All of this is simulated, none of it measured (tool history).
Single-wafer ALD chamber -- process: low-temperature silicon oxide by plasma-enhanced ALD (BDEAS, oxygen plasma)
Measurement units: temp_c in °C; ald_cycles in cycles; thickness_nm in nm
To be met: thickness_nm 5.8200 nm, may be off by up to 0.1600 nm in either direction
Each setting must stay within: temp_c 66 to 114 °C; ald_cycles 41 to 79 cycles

run	hour	temp_c	ald_cycles	thickness_nm
1	0.0	90	60	8.1479
2	6.2	100	60	7.8862
3	7.0	111	60	7.6976
4	12.1	112	55	6.9804
5	16.4	112	60	7.6104
6	20.5	112	64	8.1787
7	26.9	114	54	6.8772
8	33.0	114	51	6.5264
9	39.4	114	49	6.2682
10	44.8	114	49	6.2291
11	50.3	114	48	6.1084

5 next moves are on the table. One of them brings every result within its allowed miss. Which?
A	55.8	107	51	?
B	55.8	113	50	?
C	55.8	109	50	?
D	55.8	114	51	?
E	55.8	106	45	?

move	thickness_nm
A	6.5540
B	6.3528
C	6.4013
D	6.4676
E	5.7939
A: lands further from the targets than the last run did
B: lands further from the targets than the last run did
C: lands further from the targets than the last run did
D: lands further from the targets than the last run did
E: meets every target
The right move is E.

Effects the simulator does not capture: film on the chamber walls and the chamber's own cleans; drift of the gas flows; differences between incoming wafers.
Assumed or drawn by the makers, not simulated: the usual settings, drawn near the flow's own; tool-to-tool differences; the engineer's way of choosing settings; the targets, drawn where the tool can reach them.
